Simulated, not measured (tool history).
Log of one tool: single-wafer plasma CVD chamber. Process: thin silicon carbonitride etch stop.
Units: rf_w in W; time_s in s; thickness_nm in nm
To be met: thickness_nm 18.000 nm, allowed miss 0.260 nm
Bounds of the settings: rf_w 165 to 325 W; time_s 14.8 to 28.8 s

run,hour,rf_w,time_s,thickness_nm
1,0.0,245,21.8,13.562
2,3.5,255,22.4,14.193
3,9.6,265,22.8,14.662
4,15.1,270,23.2,15.010
5,22.6,275,23.6,15.499
6,24.0,275,25.4,16.490
7,32.0,280,25.5,16.749
8,32.9,285,25.5,16.871
9,33.8,290,25.5,16.884
10,38.7,295,25.6,17.120

Which of these 5 next moves meets every target?
A,43.6,305,25.8,?
B,43.6,300,27.6,?
C,43.6,305,27.7,?
D,43.6,295,28.1,?
E,43.6,295,27.0,?

move,thickness_nm
A,17.469
B,18.575
C,18.755
D,18.795
E,18.059
A: nearer than the last run, and not there yet
B: takes the result that was furthest off past its target
C: takes the result that was furthest off past its target
D: takes the result that was furthest off past its target
E: meets every target
Answer: E
